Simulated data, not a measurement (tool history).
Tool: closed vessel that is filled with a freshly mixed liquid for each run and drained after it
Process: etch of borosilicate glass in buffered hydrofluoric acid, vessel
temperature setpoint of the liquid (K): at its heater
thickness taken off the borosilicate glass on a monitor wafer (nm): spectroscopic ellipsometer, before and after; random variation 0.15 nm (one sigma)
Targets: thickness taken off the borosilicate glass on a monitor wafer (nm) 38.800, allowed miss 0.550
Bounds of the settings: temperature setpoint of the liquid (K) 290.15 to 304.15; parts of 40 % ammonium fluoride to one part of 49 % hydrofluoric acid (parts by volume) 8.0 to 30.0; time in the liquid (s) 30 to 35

run  hour  temperature setpoint of the liquid (K)  parts of 40 % ammonium fluoride to one part of 49 % hydrofluoric acid (parts by volume)  time in the liquid (s)  thickness taken off the borosilicate glass on a monitor wafer (nm)
  1   0.0                                  296.15                                                                                     21.5                      35                                                              16.916
  2   4.2                                  298.65                                                                                     18.5                      35                                                              22.246
  3  11.9                                  298.65                                                                                     18.5                      35                                                              22.257
  4  16.8                                  300.15                                                                                     17.0                      35                                                              26.212
  5  19.5                                  301.65                                                                                     17.0                      35                                                              28.173
  6  26.0                                  302.15                                                                                     16.0                      35                                                              30.815
  7  33.8                                  302.65                                                                                     15.5                      35                                                              32.585
  8  40.9                                  303.15                                                                                     15.0                      35                                                              34.732
  9  45.2                                  303.65                                                                                     14.5                      35                                                              36.706

4 next moves are on the table. One of them brings every result within its allowed miss. Which?
  A  49.5                                  304.15                                                                                     12.0                      30                                                                   ?
  B  49.5                                  302.15                                                                                     10.5                      30                                                                   ?
  C  49.5                                  304.15                                                                                     14.5                      35                                                                   ?
  D  49.5                                  300.65                                                                                     11.0                      30                                                                   ?

move  thickness taken off the borosilicate glass on a monitor wafer (nm)
   A                                                              38.953
   B                                                              40.007
   C                                                              37.708
   D                                                              35.298
A: meets every target
B: takes the result that was furthest off past its target
C: nearer than the last run, and not there yet
D: further off than the last run
Answer: A
